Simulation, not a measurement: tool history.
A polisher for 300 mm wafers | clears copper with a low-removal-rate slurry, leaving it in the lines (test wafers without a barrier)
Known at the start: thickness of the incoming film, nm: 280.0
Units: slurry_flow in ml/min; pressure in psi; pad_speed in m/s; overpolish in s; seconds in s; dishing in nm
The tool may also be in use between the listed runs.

{"run": 1, "hour": 0.0, "slurry_flow": 235, "pressure": 3.1, "pad_speed": 0.94, "slurry_solids": 1, "overpolish": 17, "seconds": 88.914, "dishing": 37.813}
{"run": 2, "hour": 0.7, "slurry_flow": 235, "pressure": 3.1, "pad_speed": 0.94, "slurry_solids": 0.85, "overpolish": 17, "seconds": 94.593, "dishing": 34.705}
{"run": 3, "hour": 1.3, "slurry_flow": 235, "pressure": 3.1, "pad_speed": 0.94, "slurry_solids": 0.85, "overpolish": 21, "seconds": 93.195, "dishing": 44.434}
{"run": 4, "hour": 10.0, "slurry_flow": 235, "pressure": 3.6, "pad_speed": 1, "slurry_solids": 0.75, "overpolish": 16, "seconds": 81.61, "dishing": 38.274}
{"hour": 18.8, "done": "slurry nozzle cleaned"}
{"run": 5, "hour": 18.8, "slurry_flow": 250, "pressure": 3.7, "pad_speed": 1.14, "slurry_solids": 0.65, "overpolish": 13, "seconds": 66.572, "dishing": 37.384}
{"run": 6, "hour": 20.9, "slurry_flow": 250, "pressure": 3.7, "pad_speed": 1.14, "slurry_solids": 0.5, "overpolish": 13, "seconds": 72.01, "dishing": 34.333}

Forecast run 7:
{"run": 7, "hour": 23.2, "slurry_flow": 285, "pressure": 3.5, "pad_speed": 1.24, "slurry_solids": 0.5, "overpolish": 10, "seconds": "?", "dishing": "?"}

{"run 7": {"seconds": 67.781, "dishing": 30.158}}
